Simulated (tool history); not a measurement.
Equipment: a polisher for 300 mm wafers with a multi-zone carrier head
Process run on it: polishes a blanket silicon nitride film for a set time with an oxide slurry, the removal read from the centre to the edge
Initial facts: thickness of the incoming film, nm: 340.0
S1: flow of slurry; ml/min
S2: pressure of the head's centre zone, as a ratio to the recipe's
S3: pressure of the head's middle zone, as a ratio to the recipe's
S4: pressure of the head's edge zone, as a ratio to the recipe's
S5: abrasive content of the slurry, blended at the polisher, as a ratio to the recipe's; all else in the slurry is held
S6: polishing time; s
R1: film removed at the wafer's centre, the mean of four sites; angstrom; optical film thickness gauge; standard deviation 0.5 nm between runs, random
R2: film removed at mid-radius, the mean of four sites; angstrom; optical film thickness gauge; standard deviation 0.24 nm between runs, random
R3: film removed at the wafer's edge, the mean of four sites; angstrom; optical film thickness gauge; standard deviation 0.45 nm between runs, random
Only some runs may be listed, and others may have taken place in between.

| run | hour | S1 | S2 | S3 | S4 | S5 | S6 | R1 | R2 | R3 |
|---|---|---|---|---|---|---|---|---|---|---|
| 1 | 0 | 230 | 1 | 1 | 1 | 1 | 69 | 612.72 | 537.13 | 530.05 |
| 2 | 3.9 | 225 | 0.98 | 0.98 | 0.99 | 0.95 | 68 | 556.38 | 509.09 | 506.8 |
| 3 | 5.4 | 225 | 0.98 | 0.98 | 1.05 | 0.95 | 68 | 566.25 | 511.31 | 526.14 |
| 4 | 12.4 | 225 | 0.98 | 0.9 | 1.05 | 0.95 | 68 | 560.99 | 474.01 | 526.39 |
| 5 | 19.1 | 220 | 0.97 | 0.89 | 1.04 | 0.9 | 67 | 540.6 | 452.41 | 500.27 |
| 6 | 27.7 | 255 | 0.97 | 0.89 | 1.04 | 0.9 | 67 | 557.16 | 458.05 | 497.83 |
| 7 | 31.4 | 250 | 0.96 | 0.88 | 1.03 | 0.85 | 66 | 530.85 | 430.9 | 490.96 |
|  | 32.2 | centre zone pressure recalibrated |
| 8 | 32.2 | 245 | 0.95 | 0.89 | 1.02 | 0.8 | 65 | 442.39 | 419.56 | 452.22 |
| 9 | 38.8 | 250 | 0.96 | 0.88 | 1.02 | 0.75 | 64 | 427.45 | 391 | 433.29 |

Run 10 is up next; what results do you expect?
| 10 | 47.6 | 230 | 0.9 | 0.82 | 0.92 | 0.5 | 63 | ? | ? | ? |

R1: 301.78 angstrom
R2: 281.1 angstrom
R3: 310.73 angstrom

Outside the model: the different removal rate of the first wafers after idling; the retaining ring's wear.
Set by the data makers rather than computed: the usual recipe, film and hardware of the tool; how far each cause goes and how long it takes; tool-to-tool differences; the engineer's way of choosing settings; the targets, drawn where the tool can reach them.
